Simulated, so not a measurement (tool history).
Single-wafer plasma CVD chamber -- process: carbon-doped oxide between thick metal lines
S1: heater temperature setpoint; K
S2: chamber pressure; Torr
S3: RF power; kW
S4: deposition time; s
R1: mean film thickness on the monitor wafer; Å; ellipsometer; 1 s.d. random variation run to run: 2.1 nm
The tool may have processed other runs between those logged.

run 1 hour=0.0 | S1=613.15 S2=4.43 S3=0.400 S4=173 | R1=6809.3
run 2 hour=0.9 | S1=613.15 S2=4.43 S3=0.400 S4=165 | R1=6473.2
run 3 hour=6.4 | S1=615.15 S2=4.26 S3=0.400 S4=165 | R1=6413.5
run 4 hour=7.3 | S1=622.15 S2=4.26 S3=0.400 S4=165 | R1=6227.6
run 5 hour=9.2 | S1=624.15 S2=4.20 S3=0.400 S4=165 | R1=6177.9
run 6 hour=14.1 | S1=624.15 S2=4.20 S3=0.355 S4=165 | R1=5582.6
run 7 hour=21.0 | S1=623.15 S2=4.22 S3=0.355 S4=165 | R1=5628.3

Run 8 comes next. What will it give?
run 8 hour=21.6 | S1=622.15 S2=4.23 S3=0.355 S4=165 | R1=?

Run 8 yielded R1 5675.7 Å.

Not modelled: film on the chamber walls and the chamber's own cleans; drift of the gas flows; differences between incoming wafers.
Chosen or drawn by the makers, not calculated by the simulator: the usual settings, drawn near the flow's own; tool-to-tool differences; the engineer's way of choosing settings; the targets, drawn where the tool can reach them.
